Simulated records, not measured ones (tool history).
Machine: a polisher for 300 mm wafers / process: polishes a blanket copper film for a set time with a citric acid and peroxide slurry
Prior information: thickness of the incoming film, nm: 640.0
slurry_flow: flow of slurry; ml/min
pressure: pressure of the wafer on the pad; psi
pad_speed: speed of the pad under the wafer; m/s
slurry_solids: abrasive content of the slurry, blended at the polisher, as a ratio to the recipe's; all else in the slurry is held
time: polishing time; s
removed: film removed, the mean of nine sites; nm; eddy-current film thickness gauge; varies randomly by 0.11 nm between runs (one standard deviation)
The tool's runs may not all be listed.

{"run": 1, "hour": 0.0, "slurry_flow": 230, "pressure": 2.7, "pad_speed": 1.04, "slurry_solids": 1.0, "time": 23, "removed": 41.385}
{"run": 2, "hour": 1.2, "slurry_flow": 210, "pressure": 2.7, "pad_speed": 1.04, "slurry_solids": 1.0, "time": 23, "removed": 40.054}
{"run": 3, "hour": 2.6, "slurry_flow": 210, "pressure": 3.0, "pad_speed": 1.04, "slurry_solids": 1.0, "time": 23, "removed": 44.603}
{"run": 4, "hour": 3.3, "slurry_flow": 210, "pressure": 3.0, "pad_speed": 1.04, "slurry_solids": 1.0, "time": 23, "removed": 44.313}
{"run": 5, "hour": 5.3, "slurry_flow": 210, "pressure": 3.0, "pad_speed": 1.22, "slurry_solids": 1.0, "time": 23, "removed": 51.22}
{"run": 6, "hour": 9.6, "slurry_flow": 210, "pressure": 3.0, "pad_speed": 1.22, "slurry_solids": 0.9, "time": 23, "removed": 51.188}
{"run": 7, "hour": 17.3, "slurry_flow": 205, "pressure": 2.8, "pad_speed": 1.14, "slurry_solids": 0.9, "time": 23, "removed": 44.704}
{"run": 8, "hour": 20.7, "slurry_flow": 200, "pressure": 2.6, "pad_speed": 1.06, "slurry_solids": 0.9, "time": 23, "removed": 39.046}
{"run": 9, "hour": 27.5, "slurry_flow": 195, "pressure": 2.5, "pad_speed": 1.0, "slurry_solids": 0.9, "time": 23, "removed": 35.602}

Run 10 is up next; what results do you expect?
{"run": 10, "hour": 34.2, "slurry_flow": 190, "pressure": 2.4, "pad_speed": 0.94, "slurry_solids": 0.9, "time": 23, "removed": "?"}

Run 10 produced removed 32.327 nm.
